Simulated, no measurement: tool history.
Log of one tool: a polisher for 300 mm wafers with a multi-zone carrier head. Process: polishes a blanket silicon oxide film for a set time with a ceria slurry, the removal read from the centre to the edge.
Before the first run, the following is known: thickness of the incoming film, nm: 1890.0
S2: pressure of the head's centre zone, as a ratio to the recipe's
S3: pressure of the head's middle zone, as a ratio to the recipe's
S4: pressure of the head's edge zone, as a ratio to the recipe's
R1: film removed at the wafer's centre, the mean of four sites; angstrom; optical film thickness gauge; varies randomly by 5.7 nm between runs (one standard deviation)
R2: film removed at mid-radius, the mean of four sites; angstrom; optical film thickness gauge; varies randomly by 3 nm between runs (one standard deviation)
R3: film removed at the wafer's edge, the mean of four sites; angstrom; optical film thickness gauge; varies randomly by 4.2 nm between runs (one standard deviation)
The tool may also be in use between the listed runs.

Run 1, day 0: flow of slurry (ml/min) 260, S2 1, S3 1, S4 1, polishing time (s) 76. Result: R1 4490.4 angstrom, R2 4391.7 angstrom, R3 4349.4 angstrom.
Run 2, day 0.233: flow of slurry (ml/min) 255, S2 1.01, S3 0.97, S4 0.98, polishing time (s) 75. Result: R1 4506.5 angstrom, R2 4247.9 angstrom, R3 4357.3 angstrom.
Run 3, day 0.412: flow of slurry (ml/min) 255, S2 1.03, S3 0.96, S4 0.97, polishing time (s) 73. Result: R1 4236.9 angstrom, R2 4028 angstrom, R3 4168 angstrom.
Run 4, day 0.642: flow of slurry (ml/min) 225, S2 1.03, S3 0.96, S4 0.97, polishing time (s) 73. Result: R1 4252 angstrom, R2 3986 angstrom, R3 4195.5 angstrom.
Run 5, day 0.7: flow of slurry (ml/min) 225, S2 1.03, S3 0.96, S4 0.97, polishing time (s) 64. Result: R1 3843.4 angstrom, R2 3537.5 angstrom, R3 3681.5 angstrom.
Run 6, day 0.804: flow of slurry (ml/min) 255, S2 1.03, S3 0.96, S4 0.97, polishing time (s) 64. Result: R1 3773.2 angstrom, R2 3581.9 angstrom, R3 3715.1 angstrom.
Run 7, day 1.046: flow of slurry (ml/min) 240, S2 1.06, S3 0.97, S4 0.98, polishing time (s) 65. Result: R1 3975.1 angstrom, R2 3647.7 angstrom, R3 3647.3 angstrom.

The next listed run, before its measurement:
Run 8, day 1.396: flow of slurry (ml/min) 235, S2 1.08, S3 0.96, S4 0.99, polishing time (s) 66. Result: R1 ?, R2 ?, R3 ?.

R1: 4108 angstrom
R2: 3710.3 angstrom
R3: 3813.8 angstrom
